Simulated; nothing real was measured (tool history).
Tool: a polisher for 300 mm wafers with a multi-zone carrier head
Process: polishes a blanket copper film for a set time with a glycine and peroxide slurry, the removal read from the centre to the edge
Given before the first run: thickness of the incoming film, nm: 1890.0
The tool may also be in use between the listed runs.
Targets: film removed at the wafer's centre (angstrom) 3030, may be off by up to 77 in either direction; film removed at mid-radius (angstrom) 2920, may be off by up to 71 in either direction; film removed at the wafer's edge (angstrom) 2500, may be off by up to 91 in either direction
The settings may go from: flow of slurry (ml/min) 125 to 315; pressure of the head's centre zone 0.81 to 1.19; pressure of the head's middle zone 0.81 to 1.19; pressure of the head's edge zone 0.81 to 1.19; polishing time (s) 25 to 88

run    day  flow of slurry (ml/min)  pressure of the head's centre zone  pressure of the head's middle zone  pressure of the head's edge zone  polishing time (s)  film removed at the wafer's centre (angstrom)  film removed at mid-radius (angstrom)  film removed at the wafer's edge (angstrom)
  1      0                      205                                   1                                   1                                 1                  56                                         4321.7                                 4393.7                                         4319
  2  0.346                      205                                   1                                0.95                                 1                  56                                         4331.1                                 4249.9                                       4384.7
  3  0.642                      230                                   1                                0.95                                 1                  56                                         4415.3                                 4252.6                                       4345.7
  4  0.983                      230                                   1                                0.88                                 1                  56                                         4435.6                                 4088.4                                       4449.6
  5  1.058                      230                                   1                                0.88                                 1                  50                                         3915.6                                 3670.9                                       3954.3
  6  1.304                      250                                1.02                                0.91                              0.96                  45                                         3640.8                                 3387.4                                       3553.8
  7  1.362                      260                                1.05                                0.97                              0.92                  41                                         3485.2                                 3272.4                                       3180.1
  8  1.567                      260                                1.06                                0.99                              0.89                  39                                         3287.2                                 3106.9                                       2966.4

Consider the 4 candidate settings below. Which is the only one whose results all fall within their allowed miss of target?
  A  1.771                      220                                1.13                                1.02                              0.84                  37                                              ?                                      ?                                            ?
  B  1.771                      295                                1.12                                1.19                              0.82                  34                                              ?                                      ?                                            ?
  C  1.771                      285                                1.14                                1.14                              0.84                  33                                              ?                                      ?                                            ?
  D  1.771                      300                                1.17                                 1.1                              0.81                  34                                              ?                                      ?                                            ?

move  film removed at the wafer's centre (angstrom)  film removed at mid-radius (angstrom)  film removed at the wafer's edge (angstrom)
   A                                         3232.2                                 2921.1                                       2647.1
   B                                         3068.6                                 3062.8                                       2472.4
   C                                         3012.1                                 2881.7                                       2415.9
   D                                         3193.1                                 2918.3                                       2466.6
A: nearer than the last run, and not there yet
B: the worst result of the last run now meets its target, but another is out of spec
C: every result lands within tolerance
D: the worst result of the last run now meets its target, but another is out of spec
The move that meets every target is C.
